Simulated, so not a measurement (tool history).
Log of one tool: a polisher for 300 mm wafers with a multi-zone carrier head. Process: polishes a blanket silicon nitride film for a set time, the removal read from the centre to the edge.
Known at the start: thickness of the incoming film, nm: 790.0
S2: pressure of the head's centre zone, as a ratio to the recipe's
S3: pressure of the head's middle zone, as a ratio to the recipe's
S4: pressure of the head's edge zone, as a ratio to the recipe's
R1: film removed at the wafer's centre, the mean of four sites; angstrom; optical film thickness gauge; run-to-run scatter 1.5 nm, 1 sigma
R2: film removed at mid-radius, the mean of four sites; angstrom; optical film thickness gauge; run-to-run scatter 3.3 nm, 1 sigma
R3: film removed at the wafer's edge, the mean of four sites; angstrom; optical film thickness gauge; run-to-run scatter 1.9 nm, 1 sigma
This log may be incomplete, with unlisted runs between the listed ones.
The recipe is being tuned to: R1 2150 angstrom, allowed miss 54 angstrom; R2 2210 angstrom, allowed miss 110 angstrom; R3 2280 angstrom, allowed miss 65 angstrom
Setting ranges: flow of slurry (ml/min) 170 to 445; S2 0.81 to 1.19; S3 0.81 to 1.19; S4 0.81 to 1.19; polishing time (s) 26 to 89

Run 1, hour 0: flow of slurry (ml/min) 285, S2 1, S3 1, S4 1, polishing time (s) 57. Result: R1 1568.8 angstrom, R2 1562.9 angstrom, R3 1590.4 angstrom.
Run 2, hour 8.5: flow of slurry (ml/min) 285, S2 1, S3 1, S4 1.04, polishing time (s) 57. Result: R1 1579.4 angstrom, R2 1599.5 angstrom, R3 1601.6 angstrom.
Run 3, hour 12.1: flow of slurry (ml/min) 235, S2 1, S3 1, S4 1.04, polishing time (s) 57. Result: R1 1534.8 angstrom, R2 1587.9 angstrom, R3 1607.8 angstrom.
Run 4, hour 13.3: flow of slurry (ml/min) 235, S2 1, S3 0.93, S4 1.04, polishing time (s) 57. Result: R1 1530.1 angstrom, R2 1405.8 angstrom, R3 1598.1 angstrom.
Run 5, hour 13.8: flow of slurry (ml/min) 225, S2 1.01, S3 0.94, S4 1.06, polishing time (s) 60. Result: R1 1625.1 angstrom, R2 1535.2 angstrom, R3 1639.9 angstrom.
Run 6, hour 15.2: flow of slurry (ml/min) 235, S2 0.99, S3 0.94, S4 1.07, polishing time (s) 64. Result: R1 1686.4 angstrom, R2 1618.5 angstrom, R3 1807.8 angstrom.
Run 7, hour 18.8: flow of slurry (ml/min) 240, S2 1, S3 0.95, S4 1.08, polishing time (s) 66. Result: R1 1762.6 angstrom, R2 1670.8 angstrom, R3 1883.1 angstrom.
Run 8, hour 20.1: flow of slurry (ml/min) 250, S2 1.01, S3 0.97, S4 1.1, polishing time (s) 68. Result: R1 1851.4 angstrom, R2 1798.9 angstrom, R3 1958.2 angstrom.
Run 9, hour 27.9: flow of slurry (ml/min) 255, S2 1.01, S3 0.98, S4 1.11, polishing time (s) 69. Result: R1 1908 angstrom, R2 1887.9 angstrom, R3 1983 angstrom.
Run 10, hour 31.5: flow of slurry (ml/min) 260, S2 1.01, S3 0.98, S4 1.12, polishing time (s) 70. Result: R1 1927.2 angstrom, R2 1860.4 angstrom, R3 2048.7 angstrom.
Run 11, hour 40.2: flow of slurry (ml/min) 270, S2 1.01, S3 1, S4 1.13, polishing time (s) 71. Result: R1 1945.4 angstrom, R2 1988.9 angstrom, R3 2039.9 angstrom.
Run 12, hour 47.6: flow of slurry (ml/min) 270, S2 1.01, S3 1, S4 1.13, polishing time (s) 72. Result: R1 2003 angstrom, R2 2010.3 angstrom, R3 2082.5 angstrom.
Run 13, hour 52: flow of slurry (ml/min) 270, S2 1.01, S3 1, S4 1.13, polishing time (s) 73. Result: R1 2017.6 angstrom, R2 1970.4 angstrom, R3 2151.3 angstrom.
Run 14, hour 58.2: flow of slurry (ml/min) 275, S2 1.01, S3 1.01, S4 1.14, polishing time (s) 74. Result: R1 2068.4 angstrom, R2 2070.2 angstrom, R3 2174.4 angstrom.
Run 15, hour 63.2: flow of slurry (ml/min) 280, S2 1.01, S3 1.02, S4 1.16, polishing time (s) 75. Result: R1 2087.7 angstrom, R2 2069.6 angstrom, R3 2228 angstrom.
Run 16, hour 64.5: flow of slurry (ml/min) 280, S2 1.01, S3 1.02, S4 1.16, polishing time (s) 75. Result: R1 2070.6 angstrom, R2 2125.8 angstrom, R3 2203.7 angstrom.

5 candidate next runs follow, results not yet known. Just one meets every target within its allowed miss. Identify it.
Run A, hour 65.8: flow of slurry (ml/min) 355, S2 0.96, S3 0.96, S4 1.1, polishing time (s) 73. Result: R1 ?, R2 ?, R3 ?.
Run B, hour 65.8: flow of slurry (ml/min) 255, S2 1.03, S3 1, S4 1.13, polishing time (s) 73. Result: R1 ?, R2 ?, R3 ?.
Run C, hour 65.8: flow of slurry (ml/min) 250, S2 1.02, S3 1.04, S4 1.19, polishing time (s) 77. Result: R1 ?, R2 ?, R3 ?.
Run D, hour 65.8: flow of slurry (ml/min) 310, S2 1.04, S3 1.03, S4 1.1, polishing time (s) 72. Result: R1 ?, R2 ?, R3 ?.
Run E, hour 65.8: flow of slurry (ml/min) 325, S2 1.13, S3 1.08, S4 1.12, polishing time (s) 73. Result: R1 ?, R2 ?, R3 ?.

move      R1      R2      R3
   A  1980.8  1981.3  2131.9
   B  2046.2  1979.4    2097
   C  2131.7  2152.9  2252.8
   D  2089.2  2046.6  2080.4
   E  2315.6  2169.5  2130.4
A: further off than the last run
B: further off than the last run
C: every result within its allowed miss
D: further off than the last run
E: the result that was furthest off in the last run now lies on the other side of its target
C is the move that brings every result within its allowed miss.
